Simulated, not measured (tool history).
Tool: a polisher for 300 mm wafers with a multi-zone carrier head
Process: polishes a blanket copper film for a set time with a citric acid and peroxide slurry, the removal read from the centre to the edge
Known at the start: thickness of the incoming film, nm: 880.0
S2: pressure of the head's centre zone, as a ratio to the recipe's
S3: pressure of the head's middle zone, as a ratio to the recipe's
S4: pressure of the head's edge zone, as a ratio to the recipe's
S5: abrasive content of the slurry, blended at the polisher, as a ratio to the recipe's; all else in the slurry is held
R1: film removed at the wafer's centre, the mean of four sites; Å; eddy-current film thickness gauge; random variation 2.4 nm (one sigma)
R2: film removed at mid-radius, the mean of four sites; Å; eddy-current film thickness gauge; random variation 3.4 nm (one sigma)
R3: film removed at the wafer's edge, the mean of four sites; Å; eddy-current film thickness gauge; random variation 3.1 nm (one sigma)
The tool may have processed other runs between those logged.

Run 1, day 0.000: flow of slurry (ml/min) 250, S2 1.00, S3 1.00, S4 1.00, S5 1.00, polishing time (s) 68. Result: R1 2756.9 Å, R2 2845.5 Å, R3 2727.6 Å.
Run 2, day 0.254: flow of slurry (ml/min) 250, S2 0.96, S3 1.00, S4 1.00, S5 1.00, polishing time (s) 68. Result: R1 2651.1 Å, R2 2807.8 Å, R3 2742.2 Å.
Run 3, day 0.329: flow of slurry (ml/min) 255, S2 0.97, S3 1.01, S4 1.04, S5 1.10, polishing time (s) 70. Result: R1 2868.5 Å, R2 3036.2 Å, R3 2967.4 Å.
Run 4, day 0.642: flow of slurry (ml/min) 260, S2 0.97, S3 1.01, S4 1.07, S5 1.20, polishing time (s) 71. Result: R1 2977.4 Å, R2 3140.0 Å, R3 3094.5 Å.
Run 5, day 0.938: flow of slurry (ml/min) 205, S2 0.97, S3 1.01, S4 1.07, S5 1.20, polishing time (s) 71. Result: R1 2935.4 Å, R2 3079.7 Å, R3 3062.6 Å.
Run 6, day 1.021: flow of slurry (ml/min) 210, S2 0.97, S3 1.02, S4 1.10, S5 1.25, polishing time (s) 73. Result: R1 2992.8 Å, R2 3170.3 Å, R3 3246.4 Å.
Run 7, day 1.112: flow of slurry (ml/min) 280, S2 1.07, S3 1.12, S4 1.19, S5 1.50, polishing time (s) 78. Result: R1 3874.5 Å, R2 3880.8 Å, R3 3880.5 Å.

The next listed run, before its measurement:
Run 8, day 1.200: flow of slurry (ml/min) 270, S2 1.05, S3 1.11, S4 1.19, S5 1.50, polishing time (s) 79. Result: R1 ?, R2 ?, R3 ?.

Run 8 came out at R1 3780.0 Å, R2 3931.7 Å, R3 3929.2 Å.

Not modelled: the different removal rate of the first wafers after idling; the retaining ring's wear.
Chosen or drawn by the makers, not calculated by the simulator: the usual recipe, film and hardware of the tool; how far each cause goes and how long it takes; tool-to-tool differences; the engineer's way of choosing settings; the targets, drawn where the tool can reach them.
